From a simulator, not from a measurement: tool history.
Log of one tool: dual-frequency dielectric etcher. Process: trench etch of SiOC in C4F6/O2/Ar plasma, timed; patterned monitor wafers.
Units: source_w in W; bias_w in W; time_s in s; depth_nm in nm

run,hour,source_w,bias_w,time_s,depth_nm
1,0.0,340,193,26,52.993
2,8.9,310,193,26,51.414
3,17.4,310,173,26,48.796
4,22.1,340,177,26,51.026
5,28.1,360,181,26,53.052
6,29.8,360,181,27,55.444

Forecast run 7:
7,36.0,370,182,27,?

depth_nm: 55.613 nm
